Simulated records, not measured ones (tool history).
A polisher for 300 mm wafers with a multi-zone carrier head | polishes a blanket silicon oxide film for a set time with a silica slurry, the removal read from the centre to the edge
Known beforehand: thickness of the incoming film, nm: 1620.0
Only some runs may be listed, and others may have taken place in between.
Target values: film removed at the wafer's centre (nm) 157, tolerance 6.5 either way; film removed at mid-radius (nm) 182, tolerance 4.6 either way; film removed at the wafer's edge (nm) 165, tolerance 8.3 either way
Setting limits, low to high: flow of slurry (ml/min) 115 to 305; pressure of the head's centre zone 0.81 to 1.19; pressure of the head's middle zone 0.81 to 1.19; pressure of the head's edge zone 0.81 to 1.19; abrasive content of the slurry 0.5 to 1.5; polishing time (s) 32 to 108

| run | hour | flow of slurry (ml/min) | pressure of the head's centre zone | pressure of the head's middle zone | pressure of the head's edge zone | abrasive content of the slurry | polishing time (s) | film removed at the wafer's centre (nm) | film removed at mid-radius (nm) | film removed at the wafer's edge (nm) |
|---|---|---|---|---|---|---|---|---|---|---|
| 1 | 0 | 195 | 1 | 1 | 1 | 1 | 70 | 197.47 | 198.22 | 196.04 |
| 2 | 7.7 | 185 | 0.96 | 1 | 0.95 | 0.95 | 70 | 185.95 | 188.35 | 192.6 |
| 3 | 11.2 | 190 | 0.96 | 1.05 | 0.95 | 0.85 | 69 | 173.12 | 185.99 | 176.26 |
| 4 | 12.4 | 230 | 0.96 | 1.05 | 0.95 | 0.85 | 69 | 177.21 | 186.85 | 176.52 |
| 5 | 20.2 | 230 | 0.96 | 1.05 | 0.87 | 0.85 | 69 | 176.33 | 188.26 | 170.38 |
| 6 | 28.8 | 190 | 0.96 | 1.05 | 0.87 | 0.85 | 69 | 168.32 | 185.32 | 166.51 |
| 7 | 33.3 | 185 | 0.95 | 1.05 | 0.87 | 0.85 | 69 | 169.82 | 184.06 | 163.93 |
| 8 | 36.2 | 180 | 0.92 | 1.05 | 0.88 | 0.85 | 69 | 160.79 | 180.21 | 167.99 |
| 9 | 39.4 | 180 | 0.92 | 1.06 | 0.88 | 0.85 | 69 | 162.32 | 182.71 | 168.83 |

Exactly one of the 5 candidate moves below puts every result within its allowed miss. Which one?
| A | 42.6 | 215 | 0.98 | 1.04 | 0.87 | 0.75 | 72 | ? | ? | ? |
| B | 42.6 | 230 | 0.94 | 0.99 | 0.96 | 0.9 | 66 | ? | ? | ? |
| C | 42.6 | 190 | 0.93 | 1.01 | 0.86 | 0.85 | 70 | ? | ? | ? |
| D | 42.6 | 165 | 0.83 | 0.98 | 0.93 | 0.65 | 88 | ? | ? | ? |
| E | 42.6 | 115 | 0.92 | 1.09 | 0.84 | 0.9 | 72 | ? | ? | ? |

| move | film removed at the wafer's centre (nm) | film removed at mid-radius (nm) | film removed at the wafer's edge (nm) |
|---|---|---|---|
| A | 169.61 | 179.84 | 159.65 |
| B | 170.51 | 179.64 | 173.69 |
| C | 167.61 | 181.87 | 165.49 |
| D | 153.65 | 179.74 | 175.1 |
| E | 155.31 | 184.28 | 160.63 |
A: misses by more than the last run did
B: misses by more than the last run did
C: misses by more than the last run did
D: meets the target for the result that was furthest off, but another lies outside its allowed miss
E: in spec on every target
The move that meets every target is E.
